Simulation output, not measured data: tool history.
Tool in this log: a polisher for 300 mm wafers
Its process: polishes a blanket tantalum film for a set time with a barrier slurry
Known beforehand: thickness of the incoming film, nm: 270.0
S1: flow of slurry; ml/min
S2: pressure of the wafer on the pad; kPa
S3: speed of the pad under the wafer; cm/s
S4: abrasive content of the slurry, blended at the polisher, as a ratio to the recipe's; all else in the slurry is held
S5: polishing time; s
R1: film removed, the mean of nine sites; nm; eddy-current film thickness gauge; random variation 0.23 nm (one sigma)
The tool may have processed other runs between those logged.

run,hour,S1,S2,S3,S4,S5,R1
1,0,130,12.4,80,1,49,55.669
2,3.7,120,11,80,1,49,48.806
3,12.2,120,11,80,1,52,51.676
4,19.6,120,11,80,1,52,51.811
5,26.7,120,9,80,1,52,42.217
6,30.6,120,9,80,1,52,42.81
7,32.1,110,8.3,80,1,52,38.986
8,38.3,105,8.3,80,1,52,38.156
9,46,80,7.6,80,1,52,32.456

Predict the results of run 10:
10,51.3,85,7.6,80,1,52,?

Run 10 measured R1 33.538 nm.
